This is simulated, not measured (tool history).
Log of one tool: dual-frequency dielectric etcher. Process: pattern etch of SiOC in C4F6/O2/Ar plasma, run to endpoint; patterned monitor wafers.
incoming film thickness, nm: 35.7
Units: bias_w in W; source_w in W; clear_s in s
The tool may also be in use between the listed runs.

run 1 hour=0.0 | bias_w=600 source_w=430 | clear_s=9.8917
run 2 hour=6.0 | bias_w=667 source_w=430 | clear_s=9.4721
run 3 hour=13.1 | bias_w=626 source_w=420 | clear_s=9.6914
run 4 hour=17.2 | bias_w=588 source_w=410 | clear_s=10.0950
run 5 hour=24.4 | bias_w=557 source_w=400 | clear_s=10.4970
run 6 hour=28.4 | bias_w=536 source_w=400 | clear_s=10.6550
-- hour=35.0 source power generator calibrated
run 7 hour=35.0 | bias_w=518 source_w=400 | clear_s=10.6180
run 8 hour=38.6 | bias_w=518 source_w=400 | clear_s=10.5690
run 9 hour=40.7 | bias_w=498 source_w=390 | clear_s=10.9240

The next listed run, before its measurement:
run 10 hour=41.3 | bias_w=482 source_w=390 | clear_s=?

{"run 10": {"clear_s": 11.099}}
